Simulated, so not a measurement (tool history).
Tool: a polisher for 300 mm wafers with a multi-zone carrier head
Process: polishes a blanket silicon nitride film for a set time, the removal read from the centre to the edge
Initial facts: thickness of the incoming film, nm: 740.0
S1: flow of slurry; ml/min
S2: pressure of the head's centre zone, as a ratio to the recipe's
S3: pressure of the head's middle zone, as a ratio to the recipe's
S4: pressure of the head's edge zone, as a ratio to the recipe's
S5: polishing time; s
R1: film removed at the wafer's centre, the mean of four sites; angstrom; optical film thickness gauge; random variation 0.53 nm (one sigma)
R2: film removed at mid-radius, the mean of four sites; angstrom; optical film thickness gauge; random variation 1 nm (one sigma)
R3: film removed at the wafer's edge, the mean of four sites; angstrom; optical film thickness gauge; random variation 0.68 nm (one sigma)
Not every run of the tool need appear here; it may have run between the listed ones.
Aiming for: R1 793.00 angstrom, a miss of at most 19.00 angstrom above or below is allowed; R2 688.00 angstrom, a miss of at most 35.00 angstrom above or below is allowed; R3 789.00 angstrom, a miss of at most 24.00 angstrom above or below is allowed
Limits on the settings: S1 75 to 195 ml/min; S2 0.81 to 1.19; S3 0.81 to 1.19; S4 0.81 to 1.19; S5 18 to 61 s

run 1 day=0.000 | S1=125 S2=1.00 S3=1.00 S4=1.00 S5=39 | R1=774.09 R2=684.49 R3=713.54
run 2 day=0.275 | S1=125 S2=1.00 S3=1.06 S4=1.00 S5=39 | R1=764.91 R2=743.44 R3=713.75
run 3 day=0.542 | S1=125 S2=1.00 S3=1.05 S4=1.02 S5=39 | R1=758.36 R2=729.04 R3=726.89
run 4 day=0.579 | S1=130 S2=1.00 S3=1.04 S4=1.03 S5=39 | R1=777.87 R2=723.10 R3=715.42
run 5 day=0.658 | S1=125 S2=1.00 S3=1.03 S4=1.03 S5=40 | R1=783.46 R2=757.02 R3=751.05
run 6 day=0.817 | S1=150 S2=1.00 S3=1.03 S4=1.03 S5=40 | R1=820.41 R2=753.05 R3=764.98
run 7 day=1.012 | S1=150 S2=1.00 S3=1.02 S4=1.04 S5=40 | R1=823.38 R2=770.61 R3=768.89
run 8 day=1.312 | S1=145 S2=1.00 S3=1.00 S4=1.05 S5=40 | R1=815.95 R2=740.42 R3=761.36
run 9 day=1.542 | S1=145 S2=1.00 S3=0.98 S4=1.06 S5=40 | R1=810.57 R2=706.44 R3=775.16

Consider the 4 candidate settings below. Which is the only one whose results all fall within their allowed miss of target?
run A day=1.771 | S1=135 S2=0.92 S3=0.99 S4=1.10 S5=41 | R1=? R2=? R3=?
run B day=1.771 | S1=100 S2=1.02 S3=0.95 S4=1.13 S5=43 | R1=? R2=? R3=?
run C day=1.771 | S1=150 S2=0.97 S3=0.93 S4=1.02 S5=42 | R1=? R2=? R3=?
run D day=1.771 | S1=140 S2=0.99 S3=0.83 S4=1.11 S5=39 | R1=? R2=? R3=?

move=A R1=746.29 R2=748.54 R3=785.56
move=B R1=790.24 R2=698.46 R3=788.03
move=C R1=826.47 R2=744.13 R3=793.67
move=D R1=769.99 R2=619.78 R3=756.02
A: takes the biggest miss from the last run beyond its target
B: every result within its allowed miss
C: moves away from the targets compared with the last run
D: takes the biggest miss from the last run beyond its target
The move that meets every target is B.
